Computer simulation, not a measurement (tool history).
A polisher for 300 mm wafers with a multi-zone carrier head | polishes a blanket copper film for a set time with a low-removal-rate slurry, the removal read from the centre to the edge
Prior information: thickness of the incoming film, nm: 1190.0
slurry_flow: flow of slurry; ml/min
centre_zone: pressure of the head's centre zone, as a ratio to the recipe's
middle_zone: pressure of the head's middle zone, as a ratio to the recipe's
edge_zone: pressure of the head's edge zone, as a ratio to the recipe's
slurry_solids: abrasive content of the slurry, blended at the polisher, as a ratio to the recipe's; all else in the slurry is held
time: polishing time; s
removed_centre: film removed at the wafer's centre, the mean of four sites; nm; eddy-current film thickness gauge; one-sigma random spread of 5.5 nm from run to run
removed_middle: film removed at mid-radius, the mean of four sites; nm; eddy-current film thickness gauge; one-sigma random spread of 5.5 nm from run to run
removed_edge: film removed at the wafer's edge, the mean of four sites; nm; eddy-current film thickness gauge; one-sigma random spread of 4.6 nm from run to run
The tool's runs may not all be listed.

run,hour,slurry_flow,centre_zone,middle_zone,edge_zone,slurry_solids,time,removed_centre,removed_middle,removed_edge
1,0.0,295,1.00,1.00,1.00,1.00,85,351.65,346.01,354.60
2,7.4,300,1.03,1.02,1.01,1.10,86,369.63,364.00,370.44
3,15.9,310,1.06,1.03,1.00,1.15,88,398.07,381.31,375.70
4,17.2,310,1.06,0.96,1.00,1.15,88,396.87,357.38,375.09
5,22.9,315,1.08,0.98,1.01,1.20,90,422.66,385.16,391.68
6,31.0,260,1.08,0.98,1.01,1.20,90,408.62,373.05,385.70
7,34.0,260,1.08,0.98,1.01,1.20,90,412.88,372.29,388.29
8,38.6,270,1.10,1.00,1.02,1.25,91,430.50,385.70,394.74

For run 9, what comes out?
9,43.5,270,1.10,1.00,1.02,1.25,91,?,?,?

removed_centre: 428.36 nm
removed_middle: 388.40 nm
removed_edge: 397.93 nm

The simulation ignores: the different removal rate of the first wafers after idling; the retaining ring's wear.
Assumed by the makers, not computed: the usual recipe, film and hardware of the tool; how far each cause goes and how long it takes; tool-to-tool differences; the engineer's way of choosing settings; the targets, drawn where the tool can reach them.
